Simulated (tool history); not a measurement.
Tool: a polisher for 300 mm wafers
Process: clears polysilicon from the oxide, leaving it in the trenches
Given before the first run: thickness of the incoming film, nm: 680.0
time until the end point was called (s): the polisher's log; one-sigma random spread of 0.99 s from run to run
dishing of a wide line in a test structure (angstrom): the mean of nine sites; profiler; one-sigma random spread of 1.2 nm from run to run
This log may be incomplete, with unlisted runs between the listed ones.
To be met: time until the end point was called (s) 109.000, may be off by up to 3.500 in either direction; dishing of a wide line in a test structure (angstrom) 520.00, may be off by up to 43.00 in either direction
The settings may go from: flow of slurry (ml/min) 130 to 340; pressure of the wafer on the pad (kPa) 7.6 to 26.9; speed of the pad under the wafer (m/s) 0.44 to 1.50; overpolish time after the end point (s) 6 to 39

run  hour  flow of slurry (ml/min)  pressure of the wafer on the pad (kPa)  speed of the pad under the wafer (m/s)  overpolish time after the end point (s)  time until the end point was called (s)  dishing of a wide line in a test structure (angstrom)
  1   0.0                      220                                    17.2                                    0.96                                       20                                   61.022                                                 555.29
  2   3.8                      220                                    17.2                                    0.96                                       27                                   60.038                                                 582.57
  3  10.2                      220                                    14.5                                    0.96                                       25                                   71.491                                                 558.45
  4  16.0                      220                                    17.2                                    0.96                                       25                                   60.387                                                 566.74
  5  20.9                      220                                    14.5                                    0.96                                       23                                   70.882                                                 555.32
  6  25.3                      220                                    12.4                                    0.96                                       22                                   84.259                                                 559.36
  7  31.0                      220                                    11.7                                    0.96                                       19                                   87.820                                                 521.04
  8  32.2                      220                                    11.0                                    0.96                                       20                                   92.744                                                 516.66
  9  38.4                      220                                    10.3                                    0.96                                       21                                   97.038                                                 517.85

Consider the 4 candidate settings below. Which is the only one whose results all fall within their allowed miss of target?
  A  44.6                      230                                    12.4                                    1.00                                       19                                        ?                                                      ?
  B  44.6                      170                                    11.7                                    0.86                                       26                                        ?                                                      ?
  C  44.6                      200                                    10.3                                    0.88                                       25                                        ?                                                      ?
  D  44.6                      210                                    18.6                                    0.64                                       26                                        ?                                                      ?

move  time until the end point was called (s)  dishing of a wide line in a test structure (angstrom)
   A                                   79.890                                                 558.83
   B                                  100.140                                                 567.79
   C                                  107.870                                                 555.92
   D                                   78.245                                                 585.77
A: misses by more than the last run did
B: closes in on the targets versus the last run, not all within tolerance yet
C: all results in spec
D: misses by more than the last run did
Answer: C

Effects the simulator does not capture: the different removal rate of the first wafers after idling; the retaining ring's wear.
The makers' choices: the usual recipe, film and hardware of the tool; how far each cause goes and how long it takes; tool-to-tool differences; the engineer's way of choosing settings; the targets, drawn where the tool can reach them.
